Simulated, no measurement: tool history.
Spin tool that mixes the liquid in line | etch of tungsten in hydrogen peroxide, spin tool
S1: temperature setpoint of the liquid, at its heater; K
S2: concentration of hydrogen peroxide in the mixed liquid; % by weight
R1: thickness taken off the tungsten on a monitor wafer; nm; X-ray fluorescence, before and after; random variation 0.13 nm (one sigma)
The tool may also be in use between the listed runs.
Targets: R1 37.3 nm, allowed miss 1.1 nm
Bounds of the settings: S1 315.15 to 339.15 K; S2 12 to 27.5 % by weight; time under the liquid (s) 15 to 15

Run 1, hour 0: S1 331.15 K, S2 18.5 % by weight, time under the liquid (s) 15. Result: R1 31.863 nm.
Run 2, hour 5.8: S1 332.15 K, S2 18.5 % by weight, time under the liquid (s) 15. Result: R1 33.67 nm.
Run 3, hour 11: S1 332.15 K, S2 15 % by weight, time under the liquid (s) 15. Result: R1 30.196 nm.
Run 4, hour 16: S1 332.15 K, S2 17.5 % by weight, time under the liquid (s) 15. Result: R1 32.756 nm.
Run 5, hour 17.5: S1 327.65 K, S2 17.5 % by weight, time under the liquid (s) 15. Result: R1 25.133 nm.
Run 6, hour 21.7: S1 330.15 K, S2 17.5 % by weight, time under the liquid (s) 15. Result: R1 29.07 nm.
Run 7, hour 25.2: S1 331.65 K, S2 17.5 % by weight, time under the liquid (s) 15. Result: R1 32.004 nm.
Run 8, hour 29.2: S1 332.65 K, S2 17.5 % by weight, time under the liquid (s) 15. Result: R1 33.854 nm.
Run 9, hour 36.5: S1 333.15 K, S2 17.5 % by weight, time under the liquid (s) 15. Result: R1 34.915 nm.
Run 10, hour 44.6: S1 333.65 K, S2 17.5 % by weight, time under the liquid (s) 15. Result: R1 35.782 nm.

Which of these 4 next moves meets every target?
Run A, hour 52.7: S1 332.65 K, S2 21 % by weight, time under the liquid (s) 15. Result: R1 ?.
Run B, hour 52.7: S1 332.15 K, S2 19.5 % by weight, time under the liquid (s) 15. Result: R1 ?.
Run C, hour 52.7: S1 332.65 K, S2 17.5 % by weight, time under the liquid (s) 15. Result: R1 ?.
Run D, hour 52.7: S1 335.15 K, S2 14.5 % by weight, time under the liquid (s) 15. Result: R1 ?.

move      R1
   A  37.025
   B  34.663
   C  33.799
   D    35.5
A: meets every target
B: further off than the last run
C: further off than the last run
D: further off than the last run
The right move is A.
